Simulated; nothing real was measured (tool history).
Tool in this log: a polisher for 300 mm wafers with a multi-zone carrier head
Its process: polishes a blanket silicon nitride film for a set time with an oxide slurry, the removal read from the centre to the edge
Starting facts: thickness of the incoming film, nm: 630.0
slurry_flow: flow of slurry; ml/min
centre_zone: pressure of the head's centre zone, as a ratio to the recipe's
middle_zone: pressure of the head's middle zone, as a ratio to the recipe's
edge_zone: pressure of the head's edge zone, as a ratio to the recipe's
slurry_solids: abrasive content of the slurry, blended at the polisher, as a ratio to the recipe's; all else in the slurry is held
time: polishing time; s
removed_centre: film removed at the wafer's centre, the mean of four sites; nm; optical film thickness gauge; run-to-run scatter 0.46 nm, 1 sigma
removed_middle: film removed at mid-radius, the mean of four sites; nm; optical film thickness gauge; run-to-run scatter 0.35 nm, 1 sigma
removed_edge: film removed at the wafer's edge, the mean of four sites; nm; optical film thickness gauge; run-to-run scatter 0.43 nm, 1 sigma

{"run": 1, "hour": 0.0, "slurry_flow": 275, "centre_zone": 1, "middle_zone": 1, "edge_zone": 1, "slurry_solids": 1, "time": 51, "removed_centre": 35.907, "removed_middle": 36.59, "removed_edge": 36.766}
{"run": 2, "hour": 4.5, "slurry_flow": 280, "centre_zone": 1, "middle_zone": 1.02, "edge_zone": 1.02, "slurry_solids": 1.05, "time": 51, "removed_centre": 36.887, "removed_middle": 38.192, "removed_edge": 38.651}
{"run": 3, "hour": 12.6, "slurry_flow": 280, "centre_zone": 1, "middle_zone": 1.02, "edge_zone": 1.02, "slurry_solids": 0.95, "time": 51, "removed_centre": 35.07, "removed_middle": 35.857, "removed_edge": 36.484}
{"run": 4, "hour": 15.6, "slurry_flow": 280, "centre_zone": 1.06, "middle_zone": 1.02, "edge_zone": 1.02, "slurry_solids": 0.95, "time": 51, "removed_centre": 37.825, "removed_middle": 35.699, "removed_edge": 36.304}
{"run": 5, "hour": 18.6, "slurry_flow": 280, "centre_zone": 1.06, "middle_zone": 1.02, "edge_zone": 1.02, "slurry_solids": 0.85, "time": 51, "removed_centre": 34.069, "removed_middle": 33.194, "removed_edge": 34.006}
{"run": 6, "hour": 27.0, "slurry_flow": 280, "centre_zone": 1.06, "middle_zone": 1.05, "edge_zone": 1.02, "slurry_solids": 0.85, "time": 51, "removed_centre": 34.326, "removed_middle": 34.231, "removed_edge": 33.829}
{"run": 7, "hour": 28.3, "slurry_flow": 325, "centre_zone": 0.98, "middle_zone": 1.15, "edge_zone": 1.12, "slurry_solids": 1.1, "time": 54, "removed_centre": 40.846, "removed_middle": 46.668, "removed_edge": 45.445}

For run 8, what comes out?
{"run": 8, "hour": 33.7, "slurry_flow": 325, "centre_zone": 0.98, "middle_zone": 1.15, "edge_zone": 1.12, "slurry_solids": 1.1, "time": 54, "removed_centre": "?", "removed_middle": "?", "removed_edge": "?"}

removed_centre: 40.152 nm
removed_middle: 47.105 nm
removed_edge: 44.629 nm
